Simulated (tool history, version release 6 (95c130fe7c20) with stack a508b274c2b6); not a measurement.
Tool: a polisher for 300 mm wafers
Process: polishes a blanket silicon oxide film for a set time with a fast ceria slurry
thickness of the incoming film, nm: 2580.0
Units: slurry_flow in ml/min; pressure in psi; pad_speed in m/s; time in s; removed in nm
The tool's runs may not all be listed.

run  hour  slurry_flow  pressure  pad_speed  time  removed
  1   0.0          285       3.2       1.22    23   587.82
  2   3.6          285       2.7       1.22    23   505.52
  3  10.3          285       2.4       1.22    23   450.98
  4  17.5          325       2.4       1.22    23   450.34
  5  25.0          325       2.2       1.22    23   416.21
  6  30.2          325       1.5       1.22    23   288.81
  7  38.2          325       1.7       1.22    23   326.66
  8  41.9          325       1.7       1.22    23   324.48

Forecast run 9:
  9  43.4          330       2.1       1.22    23        ?

Run 9 gave removed 401.29 nm.

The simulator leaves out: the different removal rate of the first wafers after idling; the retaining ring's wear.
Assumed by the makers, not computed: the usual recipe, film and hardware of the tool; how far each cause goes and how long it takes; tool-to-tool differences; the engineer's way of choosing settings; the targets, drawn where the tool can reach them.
